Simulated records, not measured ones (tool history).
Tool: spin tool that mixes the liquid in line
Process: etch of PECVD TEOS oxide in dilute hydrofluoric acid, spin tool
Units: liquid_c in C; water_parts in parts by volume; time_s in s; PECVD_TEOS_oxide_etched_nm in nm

run	hour	liquid_c	water_parts	time_s	PECVD_TEOS_oxide_etched_nm
1	0	25	215	25	0.8763
2	4.6	25	260	25	0.69493
3	12.6	28	260	25	0.76389
4	18.4	28	335	25	0.55068
5	25.1	25	335	25	0.49653
6	31.6	25	335	25	0.4996
7	35.9	25	335	25	0.49692
8	37.2	26.5	300	25	0.6046
9	42.5	27.5	270	25	0.71338
10	43.1	28.5	245	25	0.84152
11	46.8	29.5	230	25	0.94269

The next listed run, before its measurement:
12	52.6	30	215	25	?

{"run 12": {"PECVD_TEOS_oxide_etched_nm": 1.0505}}
